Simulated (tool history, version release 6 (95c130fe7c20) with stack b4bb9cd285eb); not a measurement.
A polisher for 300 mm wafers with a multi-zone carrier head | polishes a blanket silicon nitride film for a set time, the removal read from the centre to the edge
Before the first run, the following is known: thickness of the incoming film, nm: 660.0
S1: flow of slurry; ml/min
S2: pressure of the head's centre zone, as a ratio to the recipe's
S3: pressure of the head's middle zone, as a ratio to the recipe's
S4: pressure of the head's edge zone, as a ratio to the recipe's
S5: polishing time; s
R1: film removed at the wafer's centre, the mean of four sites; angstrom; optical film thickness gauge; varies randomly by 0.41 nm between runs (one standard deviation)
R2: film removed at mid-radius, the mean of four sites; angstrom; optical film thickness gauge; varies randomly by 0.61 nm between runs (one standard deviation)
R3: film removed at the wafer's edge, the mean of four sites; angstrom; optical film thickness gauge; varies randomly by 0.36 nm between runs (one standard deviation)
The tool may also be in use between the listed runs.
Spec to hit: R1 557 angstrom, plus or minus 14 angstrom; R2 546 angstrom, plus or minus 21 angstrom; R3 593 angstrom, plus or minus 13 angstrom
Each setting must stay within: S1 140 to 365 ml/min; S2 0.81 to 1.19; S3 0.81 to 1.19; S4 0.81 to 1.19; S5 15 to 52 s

{"run": 1, "hour": 0.0, "S1": 235, "S2": 1, "S3": 1, "S4": 1, "S5": 33, "R1": 628.41, "R2": 609.07, "R3": 617.34}
{"run": 2, "hour": 8.4, "S1": 225, "S2": 0.99, "S3": 0.99, "S4": 1, "S5": 33, "R1": 640.51, "R2": 616.95, "R3": 616.91}
{"run": 3, "hour": 10.8, "S1": 230, "S2": 0.97, "S3": 0.97, "S4": 1, "S5": 33, "R1": 615.25, "R2": 600.95, "R3": 617.8}
{"run": 4, "hour": 17.5, "S1": 195, "S2": 0.97, "S3": 0.97, "S4": 1, "S5": 33, "R1": 594.92, "R2": 581.62, "R3": 607.73}
{"run": 5, "hour": 18.8, "S1": 190, "S2": 0.97, "S3": 0.96, "S4": 1, "S5": 33, "R1": 602.67, "R2": 588.08, "R3": 608.56}
{"run": 6, "hour": 24.5, "S1": 185, "S2": 0.96, "S3": 0.95, "S4": 1, "S5": 33, "R1": 593.97, "R2": 572.45, "R3": 607.47}
{"run": 7, "hour": 31.9, "S1": 180, "S2": 0.95, "S3": 0.95, "S4": 1, "S5": 33, "R1": 587.12, "R2": 572.16, "R3": 597.59}
{"run": 8, "hour": 39.4, "S1": 175, "S2": 0.94, "S3": 0.94, "S4": 1.01, "S5": 33, "R1": 571.87, "R2": 566.8, "R3": 604.88}
{"run": 9, "hour": 45.6, "S1": 170, "S2": 0.94, "S3": 0.94, "S4": 1.01, "S5": 33, "R1": 570.92, "R2": 563.99, "R3": 608.2}
{"run": 10, "hour": 54.2, "S1": 170, "S2": 0.94, "S3": 0.94, "S4": 1.01, "S5": 33, "R1": 579.2, "R2": 568.71, "R3": 607.95}

4 candidate next runs follow, results not yet known. Just one meets every target within its allowed miss. Identify it.
{"run": "A", "hour": 62.8, "S1": 205, "S2": 1, "S3": 0.94, "S4": 1.07, "S5": 31, "R1": "?", "R2": "?", "R3": "?"}
{"run": "B", "hour": 62.8, "S1": 145, "S2": 0.96, "S3": 0.87, "S4": 1.06, "S5": 31, "R1": "?", "R2": "?", "R3": "?"}
{"run": "C", "hour": 62.8, "S1": 170, "S2": 0.92, "S3": 0.91, "S4": 0.99, "S5": 33, "R1": "?", "R2": "?", "R3": "?"}
{"run": "D", "hour": 62.8, "S1": 185, "S2": 0.99, "S3": 0.94, "S4": 1.11, "S5": 29, "R1": "?", "R2": "?", "R3": "?"}

move=A R1=595.07 R2=543.21 R3=600.89
move=B R1=539.94 R2=485.02 R3=577.48
move=C R1=566.08 R2=549.19 R3=604.75
move=D R1=542.89 R2=501.44 R3=567.02
A: misses by more than the last run did
B: carries the result that was furthest off beyond its target, to the other side
C: in spec on every target
D: carries the result that was furthest off beyond its target, to the other side
Correct choice: C, which meets every target
